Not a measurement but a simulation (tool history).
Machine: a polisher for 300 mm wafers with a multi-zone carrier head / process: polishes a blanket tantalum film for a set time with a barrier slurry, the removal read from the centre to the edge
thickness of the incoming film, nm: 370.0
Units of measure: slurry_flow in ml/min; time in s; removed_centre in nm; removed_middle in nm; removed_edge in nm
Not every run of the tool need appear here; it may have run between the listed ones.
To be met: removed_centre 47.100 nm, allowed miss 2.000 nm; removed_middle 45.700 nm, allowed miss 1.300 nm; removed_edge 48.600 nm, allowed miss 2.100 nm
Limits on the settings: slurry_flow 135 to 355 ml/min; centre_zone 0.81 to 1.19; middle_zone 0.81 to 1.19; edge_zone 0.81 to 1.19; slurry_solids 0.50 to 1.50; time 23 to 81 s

run,hour,slurry_flow,centre_zone,middle_zone,edge_zone,slurry_solids,time,removed_centre,removed_middle,removed_edge
1,0.0,225,1.00,1.00,1.00,1.00,52,77.695,74.829,75.512
2,7.4,220,0.98,0.97,0.97,0.90,49,72.343,67.889,69.516
3,10.8,215,0.96,0.96,0.97,0.80,46,63.532,60.809,62.121
4,19.1,210,0.94,0.94,0.96,0.75,45,60.141,57.157,60.311
5,27.4,210,1.01,0.94,0.96,0.75,45,64.421,56.645,60.311
6,32.3,210,1.01,0.89,0.96,0.75,45,65.384,56.006,60.678
7,38.1,205,0.98,0.89,0.95,0.70,44,59.222,53.131,56.470
8,43.9,195,0.96,0.88,0.94,0.65,44,55.770,52.219,56.194
9,45.1,195,0.96,0.87,0.93,0.60,43,53.730,48.102,53.041
10,49.2,190,0.95,0.87,0.91,0.60,43,52.400,48.814,52.936

Exercise: of the 4 proposed moves below, exactly one satisfies all targets within the stated allowed misses. Which move is it?
A,53.3,170,0.91,0.81,0.97,0.50,46,?,?,?
B,53.3,175,0.98,1.00,1.07,0.70,36,?,?,?
C,53.3,155,0.85,0.83,0.98,0.60,40,?,?,?
D,53.3,220,1.06,0.90,0.81,0.50,39,?,?,?

move,removed_centre,removed_middle,removed_edge
A,51.222,45.348,53.914
B,48.244,44.719,48.940
C,43.141,41.579,49.197
D,53.113,42.563,43.818
A: about as far from the targets as the last run
B: every result within its allowed miss
C: pushes the last run's worst result past its target
D: moves away from the targets compared with the last run
B meets every target.
